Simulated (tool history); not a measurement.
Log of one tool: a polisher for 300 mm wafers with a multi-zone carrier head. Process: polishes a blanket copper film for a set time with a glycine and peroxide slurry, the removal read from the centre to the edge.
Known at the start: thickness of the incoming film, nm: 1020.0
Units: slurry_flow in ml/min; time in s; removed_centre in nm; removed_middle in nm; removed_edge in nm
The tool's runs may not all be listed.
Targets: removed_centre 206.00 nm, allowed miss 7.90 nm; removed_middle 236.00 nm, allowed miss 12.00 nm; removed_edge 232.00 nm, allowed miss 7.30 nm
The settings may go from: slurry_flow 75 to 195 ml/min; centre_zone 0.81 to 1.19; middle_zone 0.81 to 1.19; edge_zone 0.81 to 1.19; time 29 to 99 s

run 1 day=0.000 | slurry_flow=125 centre_zone=1.00 middle_zone=1.00 edge_zone=1.00 time=64 | removed_centre=248.13 removed_middle=254.59 removed_edge=257.85
run 2 day=0.225 | slurry_flow=125 centre_zone=1.00 middle_zone=1.00 edge_zone=0.96 time=64 | removed_centre=248.26 removed_middle=252.97 removed_edge=246.40
run 3 day=0.550 | slurry_flow=115 centre_zone=0.98 middle_zone=1.00 edge_zone=0.96 time=64 | removed_centre=244.78 removed_middle=240.50 removed_edge=241.46
run 4 day=0.804 | slurry_flow=135 centre_zone=0.98 middle_zone=1.00 edge_zone=0.96 time=64 | removed_centre=252.39 removed_middle=255.61 removed_edge=251.13
run 5 day=0.829 | slurry_flow=125 centre_zone=0.95 middle_zone=1.02 edge_zone=0.97 time=64 | removed_centre=239.17 removed_middle=257.86 removed_edge=246.83
run 6 day=1.150 | slurry_flow=115 centre_zone=0.93 middle_zone=1.02 edge_zone=0.98 time=64 | removed_centre=232.56 removed_middle=250.00 removed_edge=244.30
run 7 day=1.175 | slurry_flow=110 centre_zone=0.91 middle_zone=1.02 edge_zone=0.98 time=64 | removed_centre=226.39 removed_middle=247.18 removed_edge=245.01
run 8 day=1.442 | slurry_flow=105 centre_zone=0.90 middle_zone=1.03 edge_zone=0.98 time=64 | removed_centre=219.78 removed_middle=249.02 removed_edge=241.75
run 9 day=1.533 | slurry_flow=100 centre_zone=0.89 middle_zone=1.03 edge_zone=0.98 time=64 | removed_centre=213.36 removed_middle=247.78 removed_edge=241.83

Which of these 5 next moves meets every target?
run A day=1.625 | slurry_flow=100 centre_zone=0.87 middle_zone=1.04 edge_zone=0.86 time=62 | removed_centre=? removed_middle=? removed_edge=?
run B day=1.625 | slurry_flow=75 centre_zone=0.83 middle_zone=0.84 edge_zone=0.96 time=72 | removed_centre=? removed_middle=? removed_edge=?
run C day=1.625 | slurry_flow=120 centre_zone=0.86 middle_zone=1.08 edge_zone=0.99 time=64 | removed_centre=? removed_middle=? removed_edge=?
run D day=1.625 | slurry_flow=105 centre_zone=0.88 middle_zone=1.09 edge_zone=0.97 time=67 | removed_centre=? removed_middle=? removed_edge=?
run E day=1.625 | slurry_flow=100 centre_zone=0.88 middle_zone=1.01 edge_zone=0.96 time=62 | removed_centre=? removed_middle=? removed_edge=?

move=A removed_centre=209.47 removed_middle=237.37 removed_edge=222.42
move=B removed_centre=211.27 removed_middle=211.87 removed_edge=257.67
move=C removed_centre=225.30 removed_middle=264.41 removed_edge=252.50
move=D removed_centre=232.01 removed_middle=270.28 removed_edge=256.10
move=E removed_centre=211.50 removed_middle=231.51 removed_edge=234.08
A: takes the result that was furthest off past its target
B: further off than the last run
C: further off than the last run
D: further off than the last run
E: meets every target
Move E is the one to make.

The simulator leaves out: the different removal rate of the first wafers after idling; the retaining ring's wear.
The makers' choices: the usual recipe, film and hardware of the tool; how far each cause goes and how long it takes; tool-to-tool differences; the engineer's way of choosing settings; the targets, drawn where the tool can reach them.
